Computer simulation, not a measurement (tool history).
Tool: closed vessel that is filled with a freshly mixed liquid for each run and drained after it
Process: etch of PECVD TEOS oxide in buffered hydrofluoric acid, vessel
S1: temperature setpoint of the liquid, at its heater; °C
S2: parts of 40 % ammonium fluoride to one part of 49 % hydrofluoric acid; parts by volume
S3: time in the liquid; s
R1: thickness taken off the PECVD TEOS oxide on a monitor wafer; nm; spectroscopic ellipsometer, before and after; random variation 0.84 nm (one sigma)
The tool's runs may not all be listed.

{"run": 1, "day": 0.0, "S1": 24.0, "S2": 10.5, "S3": 85, "R1": 131.44}
{"run": 2, "day": 0.362, "S1": 24.0, "S2": 10.5, "S3": 85, "R1": 131.58}
{"run": 3, "day": 0.696, "S1": 23.0, "S2": 10.5, "S3": 85, "R1": 126.15}
{"run": 4, "day": 1.058, "S1": 23.0, "S2": 10.5, "S3": 85, "R1": 124.92}
{"run": 5, "day": 1.354, "S1": 23.0, "S2": 9.0, "S3": 85, "R1": 139.5}
{"run": 6, "day": 1.658, "S1": 24.5, "S2": 9.0, "S3": 85, "R1": 153.72}

Run 7 comes next. What will it give?
{"run": 7, "day": 1.9, "S1": 23.0, "S2": 9.5, "S3": 85, "R1": "?"}

Run 7 gave R1 136.69 nm.
